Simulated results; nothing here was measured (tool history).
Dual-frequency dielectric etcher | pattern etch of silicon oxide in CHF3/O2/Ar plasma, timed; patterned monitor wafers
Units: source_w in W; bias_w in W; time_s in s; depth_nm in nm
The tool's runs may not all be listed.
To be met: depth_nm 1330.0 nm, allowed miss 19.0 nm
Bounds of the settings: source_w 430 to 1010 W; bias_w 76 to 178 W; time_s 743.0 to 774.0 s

Run 1, hour 0.0: source_w 720 W, bias_w 127 W, time_s 743.0 s. Result: depth_nm 1632.8 nm.
Run 2, hour 4.3: source_w 720 W, bias_w 127 W, time_s 774.0 s. Result: depth_nm 1683.2 nm.
Run 3, hour 12.4: source_w 630 W, bias_w 116 W, time_s 771.5 s. Result: depth_nm 1578.6 nm.
Run 4, hour 16.1: source_w 630 W, bias_w 116 W, time_s 774.0 s. Result: depth_nm 1576.5 nm.
Run 5, hour 17.1: source_w 570 W, bias_w 108 W, time_s 772.0 s. Result: depth_nm 1491.9 nm.
Run 6, hour 24.0: source_w 570 W, bias_w 108 W, time_s 743.0 s. Result: depth_nm 1439.8 nm.
At hour 29.5: source power generator calibrated.
Run 7, hour 29.5: source_w 530 W, bias_w 106 W, time_s 743.0 s. Result: depth_nm 1378.5 nm.
Run 8, hour 35.8: source_w 510 W, bias_w 106 W, time_s 743.0 s. Result: depth_nm 1366.1 nm.
Run 9, hour 41.7: source_w 500 W, bias_w 106 W, time_s 743.0 s. Result: depth_nm 1354.6 nm.

4 next moves are on the table. One of them brings every result within its allowed miss. Which?
Run A, hour 47.6: source_w 460 W, bias_w 112 W, time_s 764.0 s. Result: depth_nm ?.
Run B, hour 47.6: source_w 580 W, bias_w 78 W, time_s 756.5 s. Result: depth_nm ?.
Run C, hour 47.6: source_w 470 W, bias_w 117 W, time_s 756.0 s. Result: depth_nm ?.
Run D, hour 47.6: source_w 500 W, bias_w 106 W, time_s 759.0 s. Result: depth_nm ?.

move  depth_nm
   A    1377.6
   B    1337.8
   C    1389.8
   D    1384.4
A: further off than the last run
B: meets every target
C: further off than the last run
D: further off than the last run
The right move is B.

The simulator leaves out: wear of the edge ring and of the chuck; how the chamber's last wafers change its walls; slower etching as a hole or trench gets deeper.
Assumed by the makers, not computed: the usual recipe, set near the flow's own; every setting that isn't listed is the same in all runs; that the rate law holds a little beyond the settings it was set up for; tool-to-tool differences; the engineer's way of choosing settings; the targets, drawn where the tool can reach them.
